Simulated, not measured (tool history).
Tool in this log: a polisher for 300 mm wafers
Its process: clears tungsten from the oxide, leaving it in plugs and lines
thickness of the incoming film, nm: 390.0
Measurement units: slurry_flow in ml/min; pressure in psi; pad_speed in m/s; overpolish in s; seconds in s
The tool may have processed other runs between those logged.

run,hour,slurry_flow,pressure,pad_speed,slurry_solids,overpolish,seconds
1,0,225,3.5,1.26,1,43,62.569
2,8.2,225,3.4,1.26,1,43,61.83
3,10.5,225,3.3,1.26,1,43,63.025
4,11.3,225,3.3,1.26,1,47,64.59
5,18.4,225,3.3,1.46,1,47,56.559
6,24,225,3.3,1.58,1,47,52.123
7,32.3,225,3.1,1.56,1,47,53.477
8,40.8,225,3,1.52,1,47,57.674

Expected results for the next run?
9,46.2,225,2.9,1.5,1,47,?

Run 9 yielded seconds 55.755 s.

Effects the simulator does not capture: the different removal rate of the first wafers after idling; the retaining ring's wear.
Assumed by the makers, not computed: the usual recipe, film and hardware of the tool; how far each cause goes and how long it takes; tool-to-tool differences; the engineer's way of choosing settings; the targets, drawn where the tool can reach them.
